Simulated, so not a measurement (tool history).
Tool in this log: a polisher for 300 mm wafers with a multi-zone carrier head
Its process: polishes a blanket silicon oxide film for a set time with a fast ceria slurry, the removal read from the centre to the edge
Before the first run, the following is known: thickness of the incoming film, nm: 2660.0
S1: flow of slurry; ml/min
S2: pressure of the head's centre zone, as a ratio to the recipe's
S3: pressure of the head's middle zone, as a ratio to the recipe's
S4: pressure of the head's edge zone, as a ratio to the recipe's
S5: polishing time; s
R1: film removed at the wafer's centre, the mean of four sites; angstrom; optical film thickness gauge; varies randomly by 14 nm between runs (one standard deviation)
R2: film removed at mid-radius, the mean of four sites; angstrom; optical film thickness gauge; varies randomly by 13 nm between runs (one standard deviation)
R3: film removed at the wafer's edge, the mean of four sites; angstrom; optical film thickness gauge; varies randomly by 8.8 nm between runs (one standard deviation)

run 1 hour=0 | S1=265 S2=1 S3=1 S4=1 S5=47 | R1=10338 R2=10438 R3=10291
run 2 hour=2.1 | S1=280 S2=1.01 S3=1.04 S4=1.05 S5=49 | R1=10987 R2=11217 R3=11155
run 3 hour=4 | S1=280 S2=1.01 S3=1.01 S4=1.05 S5=49 | R1=10639 R2=10969 R3=11047
run 4 hour=8.1 | S1=280 S2=1.01 S3=1.01 S4=1.05 S5=40 | R1=8969.6 R2=8840 R3=9031.6
run 5 hour=15.2 | S1=290 S2=1.02 S3=1.06 S4=1.07 S5=44 | R1=9875.5 R2=10306 R3=10063
run 6 hour=18.7 | S1=300 S2=1.04 S3=1.09 S4=1.1 S5=47 | R1=10753 R2=11475 R3=10897

What does the tool deliver on the next run?
run 7 hour=26.8 | S1=305 S2=1.05 S3=1.1 S4=1.12 S5=49 | R1=? R2=? R3=?

R1: 11400 angstrom
R2: 11576 angstrom
R3: 11433 angstrom
